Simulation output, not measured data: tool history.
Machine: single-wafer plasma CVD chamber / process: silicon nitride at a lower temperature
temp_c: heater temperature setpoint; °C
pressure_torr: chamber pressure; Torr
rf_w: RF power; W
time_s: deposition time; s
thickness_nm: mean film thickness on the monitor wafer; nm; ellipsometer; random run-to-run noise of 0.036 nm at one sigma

run 1 hour=0 | temp_c=340 pressure_torr=1.44 rf_w=230 time_s=10 | thickness_nm=9.7756
run 2 hour=1.4 | temp_c=340 pressure_torr=1.51 rf_w=235 time_s=10 | thickness_nm=10.028
run 3 hour=7.2 | temp_c=340 pressure_torr=1.51 rf_w=220 time_s=10 | thickness_nm=9.4998
run 4 hour=10.8 | temp_c=331 pressure_torr=1.51 rf_w=220 time_s=10 | thickness_nm=9.6268
run 5 hour=17.2 | temp_c=331 pressure_torr=1.57 rf_w=225 time_s=10 | thickness_nm=9.8083
run 6 hour=22.6 | temp_c=331 pressure_torr=1.61 rf_w=230 time_s=10 | thickness_nm=10.076
run 7 hour=30 | temp_c=331 pressure_torr=1.65 rf_w=235 time_s=10 | thickness_nm=10.236

Run 8 has not been measured yet. What should we expect?
run 8 hour=38.2 | temp_c=331 pressure_torr=1.68 rf_w=240 time_s=10 | thickness_nm=?

Logged for run 8: thickness_nm 10.383 nm.
